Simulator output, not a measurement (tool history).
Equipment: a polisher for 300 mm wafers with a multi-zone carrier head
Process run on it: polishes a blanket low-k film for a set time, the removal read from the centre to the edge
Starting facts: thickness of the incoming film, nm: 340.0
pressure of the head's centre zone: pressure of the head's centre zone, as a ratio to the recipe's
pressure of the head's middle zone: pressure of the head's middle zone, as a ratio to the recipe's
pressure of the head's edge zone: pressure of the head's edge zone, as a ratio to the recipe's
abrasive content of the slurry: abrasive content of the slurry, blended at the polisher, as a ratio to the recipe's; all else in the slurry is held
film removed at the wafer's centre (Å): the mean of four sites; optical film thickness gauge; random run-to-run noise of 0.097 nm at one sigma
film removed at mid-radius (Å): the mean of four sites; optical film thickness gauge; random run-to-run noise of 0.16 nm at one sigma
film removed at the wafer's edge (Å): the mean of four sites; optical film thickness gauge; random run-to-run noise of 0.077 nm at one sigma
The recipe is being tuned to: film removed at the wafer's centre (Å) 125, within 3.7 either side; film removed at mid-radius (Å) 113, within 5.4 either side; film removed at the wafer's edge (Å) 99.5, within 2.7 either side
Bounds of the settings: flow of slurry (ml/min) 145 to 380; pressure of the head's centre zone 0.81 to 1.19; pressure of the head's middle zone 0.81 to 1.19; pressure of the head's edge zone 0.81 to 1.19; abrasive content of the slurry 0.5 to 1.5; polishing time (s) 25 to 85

run	hour	flow of slurry (ml/min)	pressure of the head's centre zone	pressure of the head's middle zone	pressure of the head's edge zone	abrasive content of the slurry	polishing time (s)	film removed at the wafer's centre (Å)	film removed at mid-radius (Å)	film removed at the wafer's edge (Å)
1	0	245	1	1	1	1	55	124.57	126.3	123.51
2	5.8	245	1	1	1	1	42	95.588	95.871	93.461
3	10	245	1	1	1.08	1	42	95.849	96.45	98.408
4	18.5	245	1	1	1.08	1.1	42	98.526	104.07	102
5	20.5	270	1	1	1.08	1.1	42	101.57	102.92	103.19
6	26.2	280	1.02	1.02	1.06	1.1	42	104.7	103.09	102.72
7	30.1	325	1.12	1.12	0.96	1.1	42	116.04	115.92	100.01
8	36.2	330	1.13	1.12	0.96	1.1	42	118.05	114.24	100.57

Which single option among these 5 for the next run brings every result within its allowed miss of target? Just one does.
A	42.3	365	1.15	1.15	0.97	0.9	46	?	?	?
B	42.3	340	1.04	1.1	0.93	1.05	45	?	?	?
C	42.3	375	1.03	1.02	1.01	1.15	42	?	?	?
D	42.3	285	1.19	1.11	0.97	1	45	?	?	?
E	42.3	380	1.15	1.15	1.08	0.95	45	?	?	?

move	film removed at the wafer's centre (Å)	film removed at mid-radius (Å)	film removed at the wafer's edge (Å)
A	118.44	116.96	97.327
B	113.73	119.8	101.74
C	111.07	110.75	104.12
D	124.61	115.59	99.738
E	120.13	118.57	103.76
A: gains on the last run, yet a result remains outside its allowed miss
B: further off than the last run
C: further off than the last run
D: in spec on every target
E: gains on the last run, yet a result remains outside its allowed miss
So the answer is move D, the one that meets all the targets.

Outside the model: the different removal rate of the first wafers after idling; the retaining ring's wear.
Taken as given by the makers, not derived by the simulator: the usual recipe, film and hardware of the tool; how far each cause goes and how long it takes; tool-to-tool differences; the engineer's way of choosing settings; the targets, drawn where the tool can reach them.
